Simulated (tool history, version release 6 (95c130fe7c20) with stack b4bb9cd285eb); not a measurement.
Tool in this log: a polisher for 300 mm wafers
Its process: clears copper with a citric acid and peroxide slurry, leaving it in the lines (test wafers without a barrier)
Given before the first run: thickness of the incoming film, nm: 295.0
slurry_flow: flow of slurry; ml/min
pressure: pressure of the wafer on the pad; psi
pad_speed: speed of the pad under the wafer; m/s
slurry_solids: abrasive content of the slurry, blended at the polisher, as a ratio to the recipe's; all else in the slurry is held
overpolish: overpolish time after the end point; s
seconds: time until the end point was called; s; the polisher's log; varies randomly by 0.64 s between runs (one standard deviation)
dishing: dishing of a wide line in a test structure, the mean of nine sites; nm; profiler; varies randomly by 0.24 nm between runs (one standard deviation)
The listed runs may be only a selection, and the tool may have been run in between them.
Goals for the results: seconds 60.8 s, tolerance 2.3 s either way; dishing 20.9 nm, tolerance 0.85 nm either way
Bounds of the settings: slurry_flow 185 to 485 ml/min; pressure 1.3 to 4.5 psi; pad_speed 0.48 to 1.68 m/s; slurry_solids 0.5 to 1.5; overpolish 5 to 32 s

| run | hour | slurry_flow | pressure | pad_speed | slurry_solids | overpolish | seconds | dishing |
|---|---|---|---|---|---|---|---|---|
| 1 | 0 | 310 | 2.9 | 1.08 | 1 | 16 | 102.34 | 32.628 |
| 2 | 3.6 | 310 | 3.1 | 1.14 | 1 | 12 | 89.787 | 26.985 |
| 3 | 8.9 | 310 | 2.8 | 1.14 | 1 | 12 | 100.04 | 24.817 |
| 4 | 16.9 | 310 | 2.8 | 1.14 | 1 | 16 | 99.98 | 32.957 |
| 5 | 23.3 | 295 | 3.3 | 1.14 | 0.9 | 12 | 89.178 | 27.971 |
| 6 | 30.6 | 295 | 3.3 | 1.3 | 0.9 | 12 | 76.637 | 31.321 |
| 7 | 39.6 | 295 | 3.3 | 1.3 | 0.9 | 12 | 74.772 | 30.831 |
| 8 | 47.4 | 285 | 3.3 | 1.4 | 0.75 | 10 | 73.607 | 28.211 |
| 9 | 51.5 | 250 | 3.2 | 1.46 | 0.85 | 8 | 72.45 | 23.286 |
| 10 | 55.2 | 245 | 3.3 | 1.48 | 0.9 | 7 | 68.271 | 21.49 |
| 11 | 63.4 | 250 | 3.3 | 1.48 | 0.95 | 7 | 68.447 | 21.727 |
| 12 | 66.6 | 255 | 3.4 | 1.48 | 1 | 7 | 65.559 | 22.215 |
| 13 | 69.7 | 255 | 3.4 | 1.48 | 1.05 | 7 | 64.923 | 22.484 |
| 14 | 78.2 | 250 | 3.4 | 1.48 | 1.1 | 7 | 63.816 | 22.871 |

Which of these 4 next moves meets every target?
| A | 86.7 | 260 | 3.4 | 1.46 | 1.1 | 7 | ? | ? |
| B | 86.7 | 315 | 3.6 | 1.28 | 1.25 | 9 | ? | ? |
| C | 86.7 | 245 | 3.6 | 1.62 | 0.95 | 5 | ? | ? |
| D | 86.7 | 255 | 3.7 | 1.38 | 1.3 | 6 | ? | ? |

| move | seconds | dishing |
|---|---|---|
| A | 65.183 | 22.436 |
| B | 66.879 | 27.636 |
| C | 57.789 | 18.365 |
| D | 61.334 | 20.617 |
A: better than the last run, though not everything is in spec
B: moves away from the targets compared with the last run
C: takes the biggest miss from the last run beyond its target
D: every result within its allowed miss
Correct choice: D, which meets every target
